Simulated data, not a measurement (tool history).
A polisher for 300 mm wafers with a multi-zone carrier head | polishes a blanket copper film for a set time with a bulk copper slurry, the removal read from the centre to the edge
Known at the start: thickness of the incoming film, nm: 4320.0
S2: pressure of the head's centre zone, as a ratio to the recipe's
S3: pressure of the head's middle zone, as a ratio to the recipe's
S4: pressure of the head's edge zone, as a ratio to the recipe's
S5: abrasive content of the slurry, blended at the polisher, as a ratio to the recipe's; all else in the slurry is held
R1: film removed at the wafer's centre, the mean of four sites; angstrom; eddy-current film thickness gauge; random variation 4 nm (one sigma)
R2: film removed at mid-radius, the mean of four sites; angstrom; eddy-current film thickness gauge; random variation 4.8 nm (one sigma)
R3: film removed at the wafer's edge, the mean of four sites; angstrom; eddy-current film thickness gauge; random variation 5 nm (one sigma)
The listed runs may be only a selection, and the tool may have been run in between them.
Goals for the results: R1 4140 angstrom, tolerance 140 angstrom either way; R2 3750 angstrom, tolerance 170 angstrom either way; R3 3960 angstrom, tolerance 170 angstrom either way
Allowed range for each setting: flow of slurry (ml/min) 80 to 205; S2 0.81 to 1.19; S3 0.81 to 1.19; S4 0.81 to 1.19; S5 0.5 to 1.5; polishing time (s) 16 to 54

{"run": 1, "hour": 0.0, "flow of slurry (ml/min)": 135, "S2": 1, "S3": 1, "S4": 1, "S5": 1, "polishing time (s)": 35, "R1": 2922.9, "R2": 2914.2, "R3": 2978.4}
{"run": 2, "hour": 5.2, "flow of slurry (ml/min)": 135, "S2": 1, "S3": 1, "S4": 1, "S5": 1, "polishing time (s)": 41, "R1": 3385.3, "R2": 3405.8, "R3": 3494.2}
{"run": 3, "hour": 14.0, "flow of slurry (ml/min)": 135, "S2": 1, "S3": 1, "S4": 1, "S5": 1.15, "polishing time (s)": 41, "R1": 3447.5, "R2": 3507.6, "R3": 3608.3}
{"run": 4, "hour": 19.0, "flow of slurry (ml/min)": 145, "S2": 1.02, "S3": 0.99, "S4": 1.01, "S5": 1.15, "polishing time (s)": 41, "R1": 3590.6, "R2": 3454.8, "R3": 3711.5}
{"run": 5, "hour": 25.7, "flow of slurry (ml/min)": 145, "S2": 1.02, "S3": 0.93, "S4": 1.01, "S5": 1.15, "polishing time (s)": 41, "R1": 3585.7, "R2": 3331.1, "R3": 3672.6}
{"run": 6, "hour": 31.2, "flow of slurry (ml/min)": 155, "S2": 1.03, "S3": 0.95, "S4": 1.01, "S5": 1.15, "polishing time (s)": 41, "R1": 3673, "R2": 3430.6, "R3": 3689.5}
{"run": 7, "hour": 33.0, "flow of slurry (ml/min)": 160, "S2": 1.04, "S3": 0.96, "S4": 1.02, "S5": 1.2, "polishing time (s)": 41, "R1": 3785.2, "R2": 3502.4, "R3": 3755}
{"run": 8, "hour": 34.7, "flow of slurry (ml/min)": 165, "S2": 1.05, "S3": 0.97, "S4": 1.03, "S5": 1.2, "polishing time (s)": 41, "R1": 3765.9, "R2": 3579.9, "R3": 3785.3}
{"run": 9, "hour": 37.3, "flow of slurry (ml/min)": 170, "S2": 1.06, "S3": 0.97, "S4": 1.03, "S5": 1.25, "polishing time (s)": 41, "R1": 3914.5, "R2": 3612.7, "R3": 3814.4}
{"run": 10, "hour": 44.4, "flow of slurry (ml/min)": 175, "S2": 1.07, "S3": 0.97, "S4": 1.04, "S5": 1.25, "polishing time (s)": 41, "R1": 3943.7, "R2": 3566, "R3": 3839.2}
{"run": 11, "hour": 48.3, "flow of slurry (ml/min)": 180, "S2": 1.07, "S3": 0.98, "S4": 1.04, "S5": 1.25, "polishing time (s)": 41, "R1": 4000.9, "R2": 3698.7, "R3": 3876}

Exercise: of the 5 proposed moves below, exactly one satisfies all targets within the stated allowed misses. Which move is it?
{"run": "A", "hour": 52.2, "flow of slurry (ml/min)": 140, "S2": 1.08, "S3": 0.93, "S4": 1.19, "S5": 1.15, "polishing time (s)": 42, "R1": "?", "R2": "?", "R3": "?"}
{"run": "B", "hour": 52.2, "flow of slurry (ml/min)": 145, "S2": 1.05, "S3": 0.95, "S4": 1.17, "S5": 1.25, "polishing time (s)": 45, "R1": "?", "R2": "?", "R3": "?"}
{"run": "C", "hour": 52.2, "flow of slurry (ml/min)": 150, "S2": 1.08, "S3": 1.08, "S4": 1.09, "S5": 1.3, "polishing time (s)": 40, "R1": "?", "R2": "?", "R3": "?"}
{"run": "D", "hour": 52.2, "flow of slurry (ml/min)": 180, "S2": 1.03, "S3": 1.06, "S4": 1.19, "S5": 1.5, "polishing time (s)": 39, "R1": "?", "R2": "?", "R3": "?"}
{"run": "E", "hour": 52.2, "flow of slurry (ml/min)": 195, "S2": 1.08, "S3": 0.98, "S4": 1.04, "S5": 1.25, "polishing time (s)": 42, "R1": "?", "R2": "?", "R3": "?"}

move=A R1=3859.6 R2=3466.3 R3=4058.1
move=B R1=4104.4 R2=3858.1 R3=4389.8
move=C R1=3804.3 R2=3868.2 R3=3796.6
move=D R1=3733.4 R2=3908.2 R3=4050.7
move=E R1=4119.2 R2=3844.2 R3=3969.6
A: moves away from the targets compared with the last run
B: puts the biggest miss on target and leaves a different result outside tolerance
C: moves away from the targets compared with the last run
D: moves away from the targets compared with the last run
E: every result within its allowed miss
The right move is E.
